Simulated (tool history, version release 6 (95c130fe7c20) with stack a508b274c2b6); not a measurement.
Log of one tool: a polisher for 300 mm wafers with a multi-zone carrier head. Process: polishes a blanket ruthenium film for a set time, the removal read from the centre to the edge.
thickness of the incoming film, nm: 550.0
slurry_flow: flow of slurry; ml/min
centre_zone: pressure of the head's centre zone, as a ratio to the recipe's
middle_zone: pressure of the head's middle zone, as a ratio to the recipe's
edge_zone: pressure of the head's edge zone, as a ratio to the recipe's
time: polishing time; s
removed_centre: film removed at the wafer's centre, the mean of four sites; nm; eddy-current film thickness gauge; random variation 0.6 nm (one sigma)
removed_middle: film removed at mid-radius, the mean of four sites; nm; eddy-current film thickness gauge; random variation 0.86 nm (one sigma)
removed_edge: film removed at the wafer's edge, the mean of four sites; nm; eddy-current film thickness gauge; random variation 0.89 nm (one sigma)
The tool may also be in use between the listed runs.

{"run": 1, "hour": 0.0, "slurry_flow": 290, "centre_zone": 1.0, "middle_zone": 1.0, "edge_zone": 1.0, "time": 68, "removed_centre": 103.26, "removed_middle": 103.67, "removed_edge": 101.74}
{"run": 2, "hour": 5.8, "slurry_flow": 290, "centre_zone": 0.95, "middle_zone": 1.0, "edge_zone": 1.0, "time": 68, "removed_centre": 97.094, "removed_middle": 101.84, "removed_edge": 101.05}
{"run": 3, "hour": 7.8, "slurry_flow": 290, "centre_zone": 0.95, "middle_zone": 1.0, "edge_zone": 1.0, "time": 59, "removed_centre": 84.042, "removed_middle": 89.688, "removed_edge": 87.78}
{"run": 4, "hour": 13.6, "slurry_flow": 290, "centre_zone": 0.95, "middle_zone": 0.97, "edge_zone": 0.96, "time": 57, "removed_centre": 81.789, "removed_middle": 83.367, "removed_edge": 85.117}
{"run": 5, "hour": 21.7, "slurry_flow": 290, "centre_zone": 0.96, "middle_zone": 0.97, "edge_zone": 0.93, "time": 55, "removed_centre": 80.39, "removed_middle": 81.088, "removed_edge": 81.103}
{"run": 6, "hour": 26.6, "slurry_flow": 285, "centre_zone": 0.96, "middle_zone": 0.96, "edge_zone": 0.9, "time": 54, "removed_centre": 77.494, "removed_middle": 77.935, "removed_edge": 78.7}
{"run": 7, "hour": 30.7, "slurry_flow": 280, "centre_zone": 0.97, "middle_zone": 0.96, "edge_zone": 0.88, "time": 54, "removed_centre": 78.758, "removed_middle": 79.202, "removed_edge": 77.724}

The next listed run, before its measurement:
{"run": 8, "hour": 37.8, "slurry_flow": 275, "centre_zone": 0.97, "middle_zone": 0.95, "edge_zone": 0.86, "time": 54, "removed_centre": "?", "removed_middle": "?", "removed_edge": "?"}

{"run 8": {"removed_centre": 79.428, "removed_middle": 78.926, "removed_edge": 78.881}}
